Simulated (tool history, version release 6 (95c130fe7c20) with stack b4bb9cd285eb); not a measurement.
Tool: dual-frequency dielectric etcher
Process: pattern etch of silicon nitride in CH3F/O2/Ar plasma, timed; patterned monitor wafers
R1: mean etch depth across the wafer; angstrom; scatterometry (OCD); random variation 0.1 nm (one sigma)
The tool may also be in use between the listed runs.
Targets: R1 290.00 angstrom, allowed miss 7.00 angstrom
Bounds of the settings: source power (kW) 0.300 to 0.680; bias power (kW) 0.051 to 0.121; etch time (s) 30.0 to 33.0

{"run": 1, "day": 0.0, "source power (kW)": 0.49, "bias power (kW)": 0.086, "etch time (s)": 33.0, "R1": 261.37}
{"run": 2, "day": 0.346, "source power (kW)": 0.42, "bias power (kW)": 0.086, "etch time (s)": 33.0, "R1": 254.9}
{"run": 3, "day": 0.675, "source power (kW)": 0.42, "bias power (kW)": 0.072, "etch time (s)": 33.0, "R1": 235.72}
{"run": 4, "day": 0.892, "source power (kW)": 0.42, "bias power (kW)": 0.084, "etch time (s)": 33.0, "R1": 251.02}
{"run": 5, "day": 1.15, "source power (kW)": 0.42, "bias power (kW)": 0.084, "etch time (s)": 33.0, "R1": 251.54}
{"run": 6, "day": 1.288, "source power (kW)": 0.42, "bias power (kW)": 0.084, "etch time (s)": 33.0, "R1": 249.76}
{"run": 7, "day": 1.508, "source power (kW)": 0.45, "bias power (kW)": 0.087, "etch time (s)": 33.0, "R1": 258.21}
{"run": 8, "day": 1.642, "source power (kW)": 0.47, "bias power (kW)": 0.09, "etch time (s)": 33.0, "R1": 264.69}

Which of these 5 next moves meets every target?
{"run": "A", "day": 1.775, "source power (kW)": 0.51, "bias power (kW)": 0.104, "etch time (s)": 31.5, "R1": "?"}
{"run": "B", "day": 1.775, "source power (kW)": 0.48, "bias power (kW)": 0.103, "etch time (s)": 32.5, "R1": "?"}
{"run": "C", "day": 1.775, "source power (kW)": 0.55, "bias power (kW)": 0.08, "etch time (s)": 32.5, "R1": "?"}
{"run": "D", "day": 1.775, "source power (kW)": 0.52, "bias power (kW)": 0.111, "etch time (s)": 32.5, "R1": "?"}
{"run": "E", "day": 1.775, "source power (kW)": 0.5, "bias power (kW)": 0.096, "etch time (s)": 33.0, "R1": "?"}

move=A R1=272.09
move=B R1=276.16
move=C R1=256.45
move=D R1=289.53
move=E R1=274.71
A: nearer than the last run, and not there yet
B: nearer than the last run, and not there yet
C: further off than the last run
D: meets every target
E: nearer than the last run, and not there yet
Answer: D
